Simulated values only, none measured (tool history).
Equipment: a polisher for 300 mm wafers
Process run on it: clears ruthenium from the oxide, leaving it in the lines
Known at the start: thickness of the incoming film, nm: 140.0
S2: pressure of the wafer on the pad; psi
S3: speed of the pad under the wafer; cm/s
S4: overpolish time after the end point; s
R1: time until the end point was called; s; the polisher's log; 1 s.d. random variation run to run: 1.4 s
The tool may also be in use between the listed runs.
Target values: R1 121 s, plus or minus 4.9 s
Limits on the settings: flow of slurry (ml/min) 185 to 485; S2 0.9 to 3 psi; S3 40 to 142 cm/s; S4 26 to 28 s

Run 1, hour 0: flow of slurry (ml/min) 310, S2 1.9 psi, S3 90 cm/s, S4 26 s. Result: R1 180.17 s.
Run 2, hour 1.3: flow of slurry (ml/min) 275, S2 1.9 psi, S3 90 cm/s, S4 26 s. Result: R1 182.18 s.
Run 3, hour 3.8: flow of slurry (ml/min) 275, S2 1.9 psi, S3 98 cm/s, S4 26 s. Result: R1 169.26 s.
Run 4, hour 7.9: flow of slurry (ml/min) 315, S2 1.9 psi, S3 98 cm/s, S4 26 s. Result: R1 169.37 s.
Run 5, hour 14: flow of slurry (ml/min) 315, S2 2 psi, S3 98 cm/s, S4 26 s. Result: R1 156.91 s.
Run 6, hour 15.9: flow of slurry (ml/min) 315, S2 2.1 psi, S3 98 cm/s, S4 26 s. Result: R1 155.43 s.
Run 7, hour 16.7: flow of slurry (ml/min) 315, S2 2.2 psi, S3 98 cm/s, S4 26 s. Result: R1 143.93 s.
Run 8, hour 24.8: flow of slurry (ml/min) 315, S2 2.3 psi, S3 98 cm/s, S4 26 s. Result: R1 140.83 s.
Run 9, hour 33: flow of slurry (ml/min) 315, S2 2.4 psi, S3 98 cm/s, S4 26 s. Result: R1 132.74 s.
Run 10, hour 37.4: flow of slurry (ml/min) 315, S2 2.5 psi, S3 98 cm/s, S4 26 s. Result: R1 129.7 s.

Pick the move, out of 4, that brings all results within their allowed miss; only one does.
Run A, hour 41.8: flow of slurry (ml/min) 315, S2 3 psi, S3 94 cm/s, S4 28 s. Result: R1 ?.
Run B, hour 41.8: flow of slurry (ml/min) 325, S2 2.2 psi, S3 106 cm/s, S4 26 s. Result: R1 ?.
Run C, hour 41.8: flow of slurry (ml/min) 425, S2 2.6 psi, S3 108 cm/s, S4 27 s. Result: R1 ?.
Run D, hour 41.8: flow of slurry (ml/min) 350, S2 2.8 psi, S3 92 cm/s, S4 26 s. Result: R1 ?.

move      R1
   A  110.97
   B  137.09
   C  112.48
   D  119.49
A: takes the biggest miss from the last run beyond its target
B: the biggest miss grows against the last run
C: takes the biggest miss from the last run beyond its target
D: all results in spec
Go with D: it meets all targets.

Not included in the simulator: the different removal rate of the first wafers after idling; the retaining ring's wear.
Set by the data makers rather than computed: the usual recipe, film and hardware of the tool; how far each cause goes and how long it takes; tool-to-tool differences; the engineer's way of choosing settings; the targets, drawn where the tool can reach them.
